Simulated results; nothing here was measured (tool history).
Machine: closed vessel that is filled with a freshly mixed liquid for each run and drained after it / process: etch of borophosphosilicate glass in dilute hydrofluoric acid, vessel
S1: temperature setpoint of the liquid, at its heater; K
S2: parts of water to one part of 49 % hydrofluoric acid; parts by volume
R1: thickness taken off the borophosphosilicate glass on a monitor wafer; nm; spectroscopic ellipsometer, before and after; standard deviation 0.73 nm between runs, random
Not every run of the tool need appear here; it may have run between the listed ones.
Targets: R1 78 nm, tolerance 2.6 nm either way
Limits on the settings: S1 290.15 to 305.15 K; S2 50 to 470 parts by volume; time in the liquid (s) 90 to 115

Run 1, day 0: S1 297.15 K, S2 260 parts by volume, time in the liquid (s) 115. Result: R1 23.027 nm.
Run 2, day 0.283: S1 297.15 K, S2 215 parts by volume, time in the liquid (s) 115. Result: R1 29.308 nm.
Run 3, day 0.638: S1 300.15 K, S2 215 parts by volume, time in the liquid (s) 115. Result: R1 32.817 nm.
Run 4, day 0.858: S1 300.15 K, S2 215 parts by volume, time in the liquid (s) 115. Result: R1 32.644 nm.
Run 5, day 1.221: S1 300.15 K, S2 285 parts by volume, time in the liquid (s) 115. Result: R1 22.97 nm.
Run 6, day 1.275: S1 300.15 K, S2 285 parts by volume, time in the liquid (s) 115. Result: R1 22.904 nm.
Run 7, day 1.412: S1 301.65 K, S2 230 parts by volume, time in the liquid (s) 115. Result: R1 31.7 nm.
Run 8, day 1.767: S1 305.15 K, S2 125 parts by volume, time in the liquid (s) 115. Result: R1 75.358 nm.

Which single option among these 4 for the next run brings every result within its allowed miss of target? Just one does.
Run A, day 2.121: S1 305.15 K, S2 120 parts by volume, time in the liquid (s) 115. Result: R1 ?.
Run B, day 2.121: S1 305.15 K, S2 115 parts by volume, time in the liquid (s) 115. Result: R1 ?.
Run C, day 2.121: S1 305.15 K, S2 130 parts by volume, time in the liquid (s) 115. Result: R1 ?.
Run D, day 2.121: S1 303.65 K, S2 110 parts by volume, time in the liquid (s) 115. Result: R1 ?.

move      R1
   A   77.49
   B  81.443
   C   70.52
   D  81.168
A: meets every target
B: moves the result that the last run missed by most past its target, out the other side
C: its largest miss is bigger than the last run's
D: moves the result that the last run missed by most past its target, out the other side
Correct choice: A, which meets every target
